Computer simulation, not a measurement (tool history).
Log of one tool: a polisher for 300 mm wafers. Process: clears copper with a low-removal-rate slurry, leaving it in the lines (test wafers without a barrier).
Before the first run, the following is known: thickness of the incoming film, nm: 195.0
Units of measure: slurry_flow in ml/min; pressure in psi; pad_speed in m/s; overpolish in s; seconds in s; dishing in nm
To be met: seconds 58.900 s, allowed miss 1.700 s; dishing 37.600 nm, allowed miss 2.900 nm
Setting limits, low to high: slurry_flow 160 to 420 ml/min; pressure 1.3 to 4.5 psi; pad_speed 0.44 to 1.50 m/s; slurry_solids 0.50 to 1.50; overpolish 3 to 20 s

run    day  slurry_flow  pressure  pad_speed  slurry_solids  overpolish  seconds  dishing
  1  0.000          270       2.9       0.96           1.00          10   70.074   19.598
  2  0.154          270       3.0       0.96           1.00          11   69.219   22.550
  3  0.525          270       3.0       0.96           0.85          11   71.274   22.383
  4  0.800          270       3.1       0.96           0.85          11   69.386   22.384
  5  1.117          270       3.1       1.08           0.85          11   61.000   24.658
  6  1.425          270       3.1       1.08           0.85          12   61.373   27.542
     1.746  -- slurry blender recalibrated
  7  1.746          275       3.2       1.08           0.85          14   56.266   33.201
  8  2.021          270       3.2       1.08           0.85          14   56.693   33.134
  9  2.362          265       3.2       1.08           0.85          14   55.868   33.227
 10  2.550          270       3.1       1.08           0.85          15   58.638   34.589

Next run, 4 choices. One meets every target within its allowed miss, the rest don't. Which?
  A  2.738          285       3.1       1.16           0.85          12        ?        ?
  B  2.738          250       3.1       1.16           0.85          16        ?        ?
  C  2.738          270       3.4       1.08           0.75          13        ?        ?
  D  2.738          260       3.0       1.10           0.80          17        ?        ?

move  seconds  dishing
   A   54.204   30.664
   B   54.866   38.965
   C   54.546   32.844
   D   59.970   37.973
A: moves away from the targets compared with the last run
B: the furthest-off result lands on target, but another misses its tolerance
C: moves away from the targets compared with the last run
D: each result inside its tolerance
The move that meets every target is D.

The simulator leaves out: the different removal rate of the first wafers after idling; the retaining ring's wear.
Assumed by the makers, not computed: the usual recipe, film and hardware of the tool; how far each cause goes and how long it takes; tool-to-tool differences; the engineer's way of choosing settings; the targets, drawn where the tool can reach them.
